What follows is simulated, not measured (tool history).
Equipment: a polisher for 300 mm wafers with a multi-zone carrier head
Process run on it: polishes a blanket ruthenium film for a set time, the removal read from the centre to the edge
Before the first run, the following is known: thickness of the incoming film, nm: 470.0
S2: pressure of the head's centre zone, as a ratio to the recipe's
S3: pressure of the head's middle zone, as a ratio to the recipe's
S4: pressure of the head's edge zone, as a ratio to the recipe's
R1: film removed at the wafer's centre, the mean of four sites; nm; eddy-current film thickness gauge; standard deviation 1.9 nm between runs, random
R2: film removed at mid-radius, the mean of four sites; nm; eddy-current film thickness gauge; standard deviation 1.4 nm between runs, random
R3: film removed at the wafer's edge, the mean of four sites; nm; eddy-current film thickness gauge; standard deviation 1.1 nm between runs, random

run 1 day=0 | flow_of_slurry_(ml/min)=120 S2=1 S3=1 S4=1 polishing_time_(s)=64 | R1=86.325 R2=86.377 R3=85.467
run 2 day=0.288 | flow_of_slurry_(ml/min)=120 S2=1 S3=1 S4=1.03 polishing_time_(s)=64 | R1=85.952 R2=87.415 R3=87.296
run 3 day=0.425 | flow_of_slurry_(ml/min)=130 S2=1.03 S3=1.02 S4=1.07 polishing_time_(s)=70 | R1=101.51 R2=97.899 R3=98.675
run 4 day=0.45 | flow_of_slurry_(ml/min)=140 S2=1.02 S3=1.05 S4=1.1 polishing_time_(s)=74 | R1=107.76 R2=108.09 R3=107.88
run 5 day=0.554 | flow_of_slurry_(ml/min)=140 S2=1.02 S3=1.05 S4=1.07 polishing_time_(s)=74 | R1=107.89 R2=109.68 R3=106.35
run 6 day=0.583 | flow_of_slurry_(ml/min)=140 S2=1.02 S3=1.13 S4=1.07 polishing_time_(s)=74 | R1=107.2 R2=114.76 R3=107.46
run 7 day=0.675 | flow_of_slurry_(ml/min)=145 S2=1.03 S3=1.13 S4=1.1 polishing_time_(s)=77 | R1=113.04 R2=122.15 R3=111.02
run 8 day=0.962 | flow_of_slurry_(ml/min)=150 S2=1.03 S3=1.1 S4=1.12 polishing_time_(s)=79 | R1=118.37 R2=122.63 R3=118.26

Run 9, settings as shown, results not yet in. Your forecast:
run 9 day=1.208 | flow_of_slurry_(ml/min)=150 S2=1.03 S3=1.1 S4=1.12 polishing_time_(s)=79 | R1=? R2=? R3=?

{"run 9": {"R1": 116.24, "R2": 121.52, "R3": 117.39}}
